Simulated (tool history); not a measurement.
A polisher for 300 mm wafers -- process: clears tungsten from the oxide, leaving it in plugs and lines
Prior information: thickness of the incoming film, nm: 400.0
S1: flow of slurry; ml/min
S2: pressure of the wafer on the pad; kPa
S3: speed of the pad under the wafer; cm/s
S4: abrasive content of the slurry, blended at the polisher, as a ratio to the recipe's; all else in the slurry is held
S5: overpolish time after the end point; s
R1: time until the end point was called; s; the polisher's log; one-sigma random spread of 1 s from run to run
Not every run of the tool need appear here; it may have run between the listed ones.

run	hour	S1	S2	S3	S4	S5	R1
1	0	130	20	94	1	5	105.91
2	3.7	130	15.9	94	1	5	129.19
3	6.7	130	17.9	96	1	5	112.04
4	7.2	130	20.7	96	1	5	102.34
5	9.1	130	20.7	96	1.1	5	97.847
# hour 16.2: slurry blender recalibrated
6	16.2	155	20.7	96	1.1	5	88.681
7	21.2	160	21.4	96	1.1	5	84.576

Estimate the outcome of run 8 from the log above:
8	27.9	165	21.4	96	1.1	5	?

Logged for run 8: R1 85.857 s.
